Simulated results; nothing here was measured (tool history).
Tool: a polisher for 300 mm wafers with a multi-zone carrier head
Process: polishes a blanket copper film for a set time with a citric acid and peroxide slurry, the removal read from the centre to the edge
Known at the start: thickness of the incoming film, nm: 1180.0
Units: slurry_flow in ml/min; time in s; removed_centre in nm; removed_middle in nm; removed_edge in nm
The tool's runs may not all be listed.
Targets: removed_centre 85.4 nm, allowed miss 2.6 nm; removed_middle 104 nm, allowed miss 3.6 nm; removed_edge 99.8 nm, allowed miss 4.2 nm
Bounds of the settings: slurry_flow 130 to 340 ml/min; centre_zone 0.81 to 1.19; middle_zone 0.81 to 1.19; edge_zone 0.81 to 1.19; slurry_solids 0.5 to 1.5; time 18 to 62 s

run 1 day=0 | slurry_flow=220 centre_zone=1 middle_zone=1 edge_zone=1 slurry_solids=1 time=40 | removed_centre=72.187 removed_middle=73.738 removed_edge=74.492
run 2 day=0.15 | slurry_flow=220 centre_zone=0.92 middle_zone=1 edge_zone=1 slurry_solids=1 time=40 | removed_centre=66.204 removed_middle=73.38 removed_edge=72.548
run 3 day=0.321 | slurry_flow=220 centre_zone=0.92 middle_zone=1 edge_zone=1 slurry_solids=0.8 time=40 | removed_centre=61.982 removed_middle=70.363 removed_edge=68.887
run 4 day=0.417 | slurry_flow=165 centre_zone=0.92 middle_zone=1 edge_zone=1 slurry_solids=0.8 time=40 | removed_centre=58.603 removed_middle=66.573 removed_edge=66.765
-- day=0.7 slurry nozzle cleaned
run 5 day=0.7 | slurry_flow=165 centre_zone=0.92 middle_zone=1 edge_zone=1 slurry_solids=0.8 time=31 | removed_centre=48.216 removed_middle=55.598 removed_edge=55.404
run 6 day=1.029 | slurry_flow=170 centre_zone=0.92 middle_zone=1.02 edge_zone=1.02 slurry_solids=0.9 time=33 | removed_centre=53.503 removed_middle=60.712 removed_edge=59.772
run 7 day=1.133 | slurry_flow=170 centre_zone=0.92 middle_zone=1.02 edge_zone=1.02 slurry_solids=0.9 time=33 | removed_centre=52.894 removed_middle=60.399 removed_edge=60.086
run 8 day=1.504 | slurry_flow=175 centre_zone=0.91 middle_zone=1.04 edge_zone=1.04 slurry_solids=1 time=35 | removed_centre=58.079 removed_middle=66.709 removed_edge=65.131
run 9 day=1.812 | slurry_flow=175 centre_zone=0.9 middle_zone=1.05 edge_zone=1.06 slurry_solids=1.05 time=36 | removed_centre=59.267 removed_middle=71.035 removed_edge=68.96
run 10 day=2.092 | slurry_flow=225 centre_zone=1 middle_zone=1.11 edge_zone=1.16 slurry_solids=1.3 time=44 | removed_centre=89.511 removed_middle=100.05 removed_edge=93.692
run 11 day=2.375 | slurry_flow=225 centre_zone=0.99 middle_zone=1.11 edge_zone=1.16 slurry_solids=1.3 time=44 | removed_centre=85.452 removed_middle=95.987 removed_edge=94.809
run 12 day=2.479 | slurry_flow=225 centre_zone=0.99 middle_zone=1.12 edge_zone=1.16 slurry_solids=1.3 time=44 | removed_centre=86.749 removed_middle=98.664 removed_edge=92.994
run 13 day=2.542 | slurry_flow=225 centre_zone=0.98 middle_zone=1.12 edge_zone=1.16 slurry_solids=1.3 time=44 | removed_centre=86.826 removed_middle=98.935 removed_edge=94.685

4 next moves are on the table. One of them brings every result within its allowed miss. Which?
run A day=2.604 | slurry_flow=240 centre_zone=0.99 middle_zone=1.14 edge_zone=1.16 slurry_solids=1.25 time=42 | removed_centre=? removed_middle=? removed_edge=?
run B day=2.604 | slurry_flow=245 centre_zone=0.9 middle_zone=1.13 edge_zone=1.19 slurry_solids=1.35 time=51 | removed_centre=? removed_middle=? removed_edge=?
run C day=2.604 | slurry_flow=220 centre_zone=0.9 middle_zone=1.02 edge_zone=1.18 slurry_solids=1.3 time=50 | removed_centre=? removed_middle=? removed_edge=?
run D day=2.604 | slurry_flow=190 centre_zone=0.9 middle_zone=1.09 edge_zone=1.1 slurry_solids=1.3 time=49 | removed_centre=? removed_middle=? removed_edge=?

move=A removed_centre=82.556 removed_middle=96.027 removed_edge=88.933
move=B removed_centre=93.379 removed_middle=118.19 removed_edge=111.57
move=C removed_centre=89.424 removed_middle=105.06 removed_edge=107.08
move=D removed_centre=85.789 removed_middle=106.11 removed_edge=99.682
A: further off than the last run
B: takes the result that was furthest off past its target
C: brings the result that was furthest off to its target, and leaves another outside
D: meets every target
Move D is the one to make.
